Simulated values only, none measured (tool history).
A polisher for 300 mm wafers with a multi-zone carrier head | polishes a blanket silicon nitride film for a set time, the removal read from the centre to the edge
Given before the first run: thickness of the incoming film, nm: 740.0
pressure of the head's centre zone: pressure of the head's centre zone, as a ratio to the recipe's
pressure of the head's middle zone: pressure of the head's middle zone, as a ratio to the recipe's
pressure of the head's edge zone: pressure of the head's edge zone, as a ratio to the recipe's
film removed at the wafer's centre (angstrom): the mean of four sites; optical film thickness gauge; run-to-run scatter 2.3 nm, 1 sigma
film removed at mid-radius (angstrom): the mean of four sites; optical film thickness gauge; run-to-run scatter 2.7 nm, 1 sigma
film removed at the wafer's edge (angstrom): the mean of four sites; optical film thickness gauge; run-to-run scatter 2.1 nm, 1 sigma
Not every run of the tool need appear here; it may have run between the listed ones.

run,day,flow of slurry (ml/min),pressure of the head's centre zone,pressure of the head's middle zone,pressure of the head's edge zone,polishing time (s),film removed at the wafer's centre (angstrom),film removed at mid-radius (angstrom),film removed at the wafer's edge (angstrom)
1,0,125,1,1,1,85,1270.9,1257,1228.2
2,0.046,125,0.95,1,1,85,1196.7,1249.3,1244.3
3,0.354,130,0.96,1,1.01,89,1304.7,1333.1,1313.4
4,0.462,130,0.92,1,1.01,89,1246.2,1350.2,1313.9
5,0.779,130,0.92,1,1.01,106,1473.7,1550.3,1575.4
6,1.096,135,0.94,1.01,1.02,108,1554,1624.5,1619

Forecast run 7:
7,1.392,140,0.95,1.01,1.03,110,?,?,?

film removed at the wafer's centre (angstrom): 1621
film removed at mid-radius (angstrom): 1672.3
film removed at the wafer's edge (angstrom): 1664.6
